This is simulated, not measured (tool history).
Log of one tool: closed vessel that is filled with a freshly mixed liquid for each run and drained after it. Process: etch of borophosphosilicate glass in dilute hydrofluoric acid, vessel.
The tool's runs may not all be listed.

run	hour	temperature setpoint of the liquid (C)	parts of water to one part of 49 % hydrofluoric acid (parts by volume)	time in the liquid (s)	thickness taken off the borophosphosilicate glass on a monitor wafer (angstrom)
1	0	25	280	80	75.074
2	1.9	26.5	250	80	91.054
3	3.6	26.5	250	80	92.187
4	8.1	26.5	155	80	165.9
5	14.7	27.5	155	80	173.12
6	18.1	27.5	95	80	307.37
7	23.7	25.5	95	80	282.73
8	26.7	25	105	80	245.19
9	29.3	23.5	105	80	231.22
# hour 35.5: hydrofluoric acid flow meter replaced
10	35.5	23.5	105	80	257.73
11	40.3	23.5	115	80	233.08

Run 12 comes next. What will it give?
12	42.4	23.5	115	80	?

thickness taken off the borophosphosilicate glass on a monitor wafer (angstrom): 234.13

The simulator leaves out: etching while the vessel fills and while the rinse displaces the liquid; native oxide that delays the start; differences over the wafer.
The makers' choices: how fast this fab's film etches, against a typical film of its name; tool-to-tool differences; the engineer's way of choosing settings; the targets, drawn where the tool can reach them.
